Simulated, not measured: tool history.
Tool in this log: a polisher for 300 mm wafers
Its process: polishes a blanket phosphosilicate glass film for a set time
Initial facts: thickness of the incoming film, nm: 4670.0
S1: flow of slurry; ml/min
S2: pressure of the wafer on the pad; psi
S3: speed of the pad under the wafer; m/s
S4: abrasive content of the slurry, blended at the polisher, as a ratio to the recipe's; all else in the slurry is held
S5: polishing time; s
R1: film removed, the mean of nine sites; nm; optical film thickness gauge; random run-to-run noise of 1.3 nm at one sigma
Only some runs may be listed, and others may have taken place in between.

{"run": 1, "hour": 0.0, "S1": 235, "S2": 3.5, "S3": 1.12, "S4": 1, "S5": 21, "R1": 265.13}
{"run": 2, "hour": 5.2, "S1": 235, "S2": 3, "S3": 1, "S4": 1, "S5": 21, "R1": 205.41}
{"run": 3, "hour": 10.9, "S1": 235, "S2": 2.7, "S3": 0.94, "S4": 1, "S5": 21, "R1": 180.14}
{"run": 4, "hour": 15.6, "S1": 235, "S2": 2.7, "S3": 1.12, "S4": 1, "S5": 21, "R1": 203.51}
{"run": 5, "hour": 20.9, "S1": 185, "S2": 2.7, "S3": 1.12, "S4": 1, "S5": 21, "R1": 197.58}
{"run": 6, "hour": 26.2, "S1": 185, "S2": 2.4, "S3": 1.04, "S4": 1, "S5": 21, "R1": 167.57}
{"run": 7, "hour": 28.4, "S1": 185, "S2": 2.2, "S3": 0.98, "S4": 1, "S5": 21, "R1": 147.85}
{"run": 8, "hour": 33.5, "S1": 185, "S2": 2, "S3": 0.96, "S4": 1, "S5": 21, "R1": 133.09}

The next listed run, before its measurement:
{"run": 9, "hour": 34.7, "S1": 185, "S2": 1.9, "S3": 0.94, "S4": 1, "S5": 21, "R1": "?"}

Run 9 measured R1 126.85 nm.
